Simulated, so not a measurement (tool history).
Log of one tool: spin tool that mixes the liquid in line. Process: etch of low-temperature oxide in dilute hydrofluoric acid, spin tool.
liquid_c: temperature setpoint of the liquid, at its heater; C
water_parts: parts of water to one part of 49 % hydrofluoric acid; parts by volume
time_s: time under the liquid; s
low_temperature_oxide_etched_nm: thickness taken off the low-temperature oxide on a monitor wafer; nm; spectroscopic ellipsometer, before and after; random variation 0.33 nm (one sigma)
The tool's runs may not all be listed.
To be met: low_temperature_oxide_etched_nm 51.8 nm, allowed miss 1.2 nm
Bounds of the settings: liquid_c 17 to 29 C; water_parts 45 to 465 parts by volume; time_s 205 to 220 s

| run | hour | liquid_c | water_parts | time_s | low_temperature_oxide_etched_nm |
|---|---|---|---|---|---|
| 1 | 0 | 21 | 255 | 205 | 18.567 |
| 2 | 4.3 | 21 | 255 | 220 | 20.056 |
| 3 | 11.8 | 22 | 235 | 220 | 23.244 |
| 4 | 16.7 | 25 | 235 | 220 | 25.662 |
| 5 | 18.5 | 25 | 235 | 205 | 24.14 |
|  | 24 | thermometer replaced |
| 6 | 24 | 25 | 270 | 205 | 21.4 |
| 7 | 32 | 29 | 165 | 205 | 45.554 |
| 8 | 34.9 | 29 | 160 | 205 | 47.479 |
| 9 | 41 | 29 | 155 | 205 | 48.924 |
| 10 | 49.5 | 29 | 140 | 205 | 55.04 |
| 11 | 52 | 28.5 | 140 | 205 | 54.661 |

5 next moves are on the table. One of them brings every result within its allowed miss. Which?
| A | 54.5 | 26.5 | 135 | 215 | ? |
| B | 54.5 | 27.5 | 140 | 210 | ? |
| C | 54.5 | 26 | 135 | 205 | ? |
| D | 54.5 | 27 | 140 | 215 | ? |
| E | 54.5 | 29 | 145 | 215 | ? |

| move | low_temperature_oxide_etched_nm |
|---|---|
| A | 55.384 |
| B | 53.817 |
| C | 51.82 |
| D | 54.082 |
| E | 55.863 |
A: further off than the last run
B: nearer than the last run, and not there yet
C: meets every target
D: nearer than the last run, and not there yet
E: further off than the last run
Move C is the one to make.
